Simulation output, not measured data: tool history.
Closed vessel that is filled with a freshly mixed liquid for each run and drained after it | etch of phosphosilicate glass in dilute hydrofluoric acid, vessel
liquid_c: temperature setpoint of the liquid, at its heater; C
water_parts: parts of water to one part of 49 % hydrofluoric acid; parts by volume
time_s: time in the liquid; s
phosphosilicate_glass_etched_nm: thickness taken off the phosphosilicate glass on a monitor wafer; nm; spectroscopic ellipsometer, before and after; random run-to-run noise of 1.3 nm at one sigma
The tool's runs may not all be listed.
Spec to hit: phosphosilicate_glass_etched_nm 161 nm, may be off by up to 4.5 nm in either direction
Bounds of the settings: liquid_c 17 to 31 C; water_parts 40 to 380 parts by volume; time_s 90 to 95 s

run	hour	liquid_c	water_parts	time_s	phosphosilicate_glass_etched_nm
1	0	23	210	90	66.436
2	2.7	20.5	210	90	60.682
3	7.7	20.5	160	90	83.709
4	9	20.5	160	90	81.849
5	11.4	23.5	145	90	103.91
6	13.7	25.5	140	90	116.53
7	21.5	25.5	140	90	117.72
8	29	25.5	140	90	119.19
9	36.4	27	135	90	131.36
# hour 43.2: thermometer replaced
10	43.2	28	135	90	147.58
11	44.9	28.5	135	90	148.95

Next run, 4 choices. One meets every target within its allowed miss, the rest don't. Which?
A	46.6	29	130	95	?
B	46.6	26.5	120	95	?
C	46.6	31	150	90	?
D	46.6	31	145	95	?

move	phosphosilicate_glass_etched_nm
A	166.35
B	166.21
C	143
D	157.2
A: moves the result that the last run missed by most past its target, out the other side
B: moves the result that the last run missed by most past its target, out the other side
C: lands further from the targets than the last run did
D: every result lands within tolerance
D meets every target.
